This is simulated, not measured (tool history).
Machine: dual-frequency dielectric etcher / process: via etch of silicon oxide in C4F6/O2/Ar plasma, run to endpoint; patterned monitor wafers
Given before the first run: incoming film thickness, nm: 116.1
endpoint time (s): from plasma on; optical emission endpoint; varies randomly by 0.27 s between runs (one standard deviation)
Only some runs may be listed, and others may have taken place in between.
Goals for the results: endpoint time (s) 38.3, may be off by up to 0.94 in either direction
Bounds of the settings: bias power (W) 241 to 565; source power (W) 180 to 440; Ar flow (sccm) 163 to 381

{"run": 1, "hour": 0.0, "bias power (W)": 403, "source power (W)": 310, "Ar flow (sccm)": 272, "endpoint time (s)": 30.785}
{"run": 2, "hour": 6.7, "bias power (W)": 403, "source power (W)": 310, "Ar flow (sccm)": 253, "endpoint time (s)": 30.529}
{"run": 3, "hour": 12.8, "bias power (W)": 403, "source power (W)": 310, "Ar flow (sccm)": 221, "endpoint time (s)": 30.373}
{"run": 4, "hour": 14.6, "bias power (W)": 349, "source power (W)": 310, "Ar flow (sccm)": 221, "endpoint time (s)": 31.515}
{"run": 5, "hour": 18.4, "bias power (W)": 339, "source power (W)": 300, "Ar flow (sccm)": 223, "endpoint time (s)": 32.431}
{"run": 6, "hour": 25.9, "bias power (W)": 330, "source power (W)": 290, "Ar flow (sccm)": 224, "endpoint time (s)": 33.711}
{"hour": 33.4, "done": "source power generator calibrated"}
{"run": 7, "hour": 33.4, "bias power (W)": 322, "source power (W)": 290, "Ar flow (sccm)": 224, "endpoint time (s)": 33.11}
{"run": 8, "hour": 41.9, "bias power (W)": 314, "source power (W)": 280, "Ar flow (sccm)": 225, "endpoint time (s)": 34.007}
{"run": 9, "hour": 48.4, "bias power (W)": 307, "source power (W)": 270, "Ar flow (sccm)": 226, "endpoint time (s)": 35.038}
{"run": 10, "hour": 51.9, "bias power (W)": 302, "source power (W)": 270, "Ar flow (sccm)": 226, "endpoint time (s)": 35.345}
{"run": 11, "hour": 54.7, "bias power (W)": 297, "source power (W)": 270, "Ar flow (sccm)": 226, "endpoint time (s)": 35.744}
{"run": 12, "hour": 62.3, "bias power (W)": 242, "source power (W)": 250, "Ar flow (sccm)": 231, "endpoint time (s)": 40.428}
{"run": 13, "hour": 67.1, "bias power (W)": 245, "source power (W)": 250, "Ar flow (sccm)": 231, "endpoint time (s)": 39.681}
{"run": 14, "hour": 75.9, "bias power (W)": 247, "source power (W)": 250, "Ar flow (sccm)": 231, "endpoint time (s)": 39.969}
{"run": 15, "hour": 81.8, "bias power (W)": 250, "source power (W)": 250, "Ar flow (sccm)": 231, "endpoint time (s)": 40.086}
{"run": 16, "hour": 82.4, "bias power (W)": 253, "source power (W)": 250, "Ar flow (sccm)": 231, "endpoint time (s)": 39.719}
{"run": 17, "hour": 88.1, "bias power (W)": 288, "source power (W)": 260, "Ar flow (sccm)": 229, "endpoint time (s)": 36.438}
{"run": 18, "hour": 92.9, "bias power (W)": 285, "source power (W)": 260, "Ar flow (sccm)": 229, "endpoint time (s)": 36.724}
{"run": 19, "hour": 98.6, "bias power (W)": 282, "source power (W)": 260, "Ar flow (sccm)": 229, "endpoint time (s)": 37.565}
{"run": 20, "hour": 101.1, "bias power (W)": 281, "source power (W)": 260, "Ar flow (sccm)": 229, "endpoint time (s)": 36.796}
{"run": 21, "hour": 103.5, "bias power (W)": 279, "source power (W)": 260, "Ar flow (sccm)": 229, "endpoint time (s)": 37.259}
{"run": 22, "hour": 110.5, "bias power (W)": 279, "source power (W)": 260, "Ar flow (sccm)": 229, "endpoint time (s)": 37.26}
{"run": 23, "hour": 115.4, "bias power (W)": 277, "source power (W)": 260, "Ar flow (sccm)": 229, "endpoint time (s)": 37.003}
{"run": 24, "hour": 116.5, "bias power (W)": 245, "source power (W)": 250, "Ar flow (sccm)": 231, "endpoint time (s)": 39.763}
{"run": 25, "hour": 125.3, "bias power (W)": 247, "source power (W)": 250, "Ar flow (sccm)": 231, "endpoint time (s)": 39.426}
{"run": 26, "hour": 126.6, "bias power (W)": 249, "source power (W)": 250, "Ar flow (sccm)": 231, "endpoint time (s)": 39.814}
{"run": 27, "hour": 134.6, "bias power (W)": 287, "source power (W)": 260, "Ar flow (sccm)": 229, "endpoint time (s)": 36.74}
{"run": 28, "hour": 143.2, "bias power (W)": 287, "source power (W)": 260, "Ar flow (sccm)": 229, "endpoint time (s)": 36.535}

Pick the move, out of 5, that brings all results within their allowed miss; only one does.
{"run": "A", "hour": 151.8, "bias power (W)": 303, "source power (W)": 260, "Ar flow (sccm)": 202, "endpoint time (s)": "?"}
{"run": "B", "hour": 151.8, "bias power (W)": 319, "source power (W)": 220, "Ar flow (sccm)": 247, "endpoint time (s)": "?"}
{"run": "C", "hour": 151.8, "bias power (W)": 360, "source power (W)": 250, "Ar flow (sccm)": 204, "endpoint time (s)": "?"}
{"run": "D", "hour": 151.8, "bias power (W)": 277, "source power (W)": 230, "Ar flow (sccm)": 241, "endpoint time (s)": "?"}
{"run": "E", "hour": 151.8, "bias power (W)": 282, "source power (W)": 280, "Ar flow (sccm)": 204, "endpoint time (s)": "?"}

move=A endpoint_time_(s)=35.545
move=B endpoint_time_(s)=38.889
move=C endpoint_time_(s)=33.815
move=D endpoint_time_(s)=40.159
move=E endpoint_time_(s)=35.395
A: further off than the last run
B: all results land within tolerance of their targets
C: further off than the last run
D: the result that was furthest off in the last run now lies on the other side of its target
E: further off than the last run
B meets every target.
